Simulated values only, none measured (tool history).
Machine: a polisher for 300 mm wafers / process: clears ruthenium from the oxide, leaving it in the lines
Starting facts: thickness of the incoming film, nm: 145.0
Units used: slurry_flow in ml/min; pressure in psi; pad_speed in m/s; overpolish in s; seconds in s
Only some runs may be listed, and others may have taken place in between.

run 1 day=0.000 | slurry_flow=275 pressure=2.1 pad_speed=0.78 overpolish=19 | seconds=179.16
run 2 day=0.300 | slurry_flow=275 pressure=2.0 pad_speed=0.78 overpolish=19 | seconds=189.49
run 3 day=0.454 | slurry_flow=275 pressure=2.0 pad_speed=0.96 overpolish=19 | seconds=154.25
run 4 day=0.708 | slurry_flow=275 pressure=1.9 pad_speed=0.96 overpolish=19 | seconds=163.36
run 5 day=0.762 | slurry_flow=275 pressure=1.9 pad_speed=0.96 overpolish=19 | seconds=161.20
run 6 day=0.821 | slurry_flow=275 pressure=1.8 pad_speed=0.96 overpolish=19 | seconds=172.91
run 7 day=1.108 | slurry_flow=275 pressure=1.7 pad_speed=0.96 overpolish=19 | seconds=180.56

Estimate the outcome of run 8 from the log above:
run 8 day=1.438 | slurry_flow=275 pressure=1.7 pad_speed=0.96 overpolish=19 | seconds=?

seconds: 182.53 s
